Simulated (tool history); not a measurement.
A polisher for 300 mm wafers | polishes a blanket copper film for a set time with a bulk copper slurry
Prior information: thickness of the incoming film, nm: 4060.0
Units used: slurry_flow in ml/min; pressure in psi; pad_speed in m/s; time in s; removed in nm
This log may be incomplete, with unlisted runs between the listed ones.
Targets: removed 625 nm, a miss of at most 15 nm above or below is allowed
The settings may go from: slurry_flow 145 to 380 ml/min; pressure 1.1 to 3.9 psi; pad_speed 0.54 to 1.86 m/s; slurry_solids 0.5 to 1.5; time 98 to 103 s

run 1 hour=0 | slurry_flow=245 pressure=2.5 pad_speed=1.18 slurry_solids=1 time=98 | removed=898.96
run 2 hour=1 | slurry_flow=240 pressure=2.2 pad_speed=1.18 slurry_solids=1 time=98 | removed=804.8
run 3 hour=6.2 | slurry_flow=240 pressure=2.2 pad_speed=1.42 slurry_solids=1 time=98 | removed=894.38
run 4 hour=8.4 | slurry_flow=240 pressure=2.2 pad_speed=1.42 slurry_solids=1 time=103 | removed=941.84
run 5 hour=16.6 | slurry_flow=235 pressure=1.9 pad_speed=1.42 slurry_solids=1 time=103 | removed=817.3
run 6 hour=19.9 | slurry_flow=225 pressure=1.7 pad_speed=1.42 slurry_solids=1 time=103 | removed=732.16
run 7 hour=22 | slurry_flow=210 pressure=1.6 pad_speed=1.42 slurry_solids=1 time=103 | removed=680.49
run 8 hour=24.2 | slurry_flow=195 pressure=1.6 pad_speed=1.42 slurry_solids=1 time=103 | removed=667.5
-- hour=26.4 slurry nozzle cleaned
run 9 hour=26.4 | slurry_flow=185 pressure=1.6 pad_speed=1.42 slurry_solids=1 time=103 | removed=700.38
run 10 hour=31.4 | slurry_flow=185 pressure=1.5 pad_speed=1.42 slurry_solids=1 time=103 | removed=655.43

Which one of the following 4 next-run settings gets every result inside its allowed miss? There is exactly one.
run A hour=36.4 | slurry_flow=160 pressure=1.5 pad_speed=1.52 slurry_solids=1 time=103 | removed=?
run B hour=36.4 | slurry_flow=225 pressure=1.6 pad_speed=1.22 slurry_solids=1 time=98 | removed=?
run C hour=36.4 | slurry_flow=160 pressure=1.5 pad_speed=1.76 slurry_solids=0.85 time=103 | removed=?
run D hour=36.4 | slurry_flow=180 pressure=1.6 pad_speed=1.38 slurry_solids=0.9 time=103 | removed=?

move=A removed=670.83
move=B removed=623.94
move=C removed=711.23
move=D removed=666.95
A: the biggest miss grows against the last run
B: all results land within tolerance of their targets
C: the biggest miss grows against the last run
D: the biggest miss grows against the last run
Correct choice: B, which meets every target
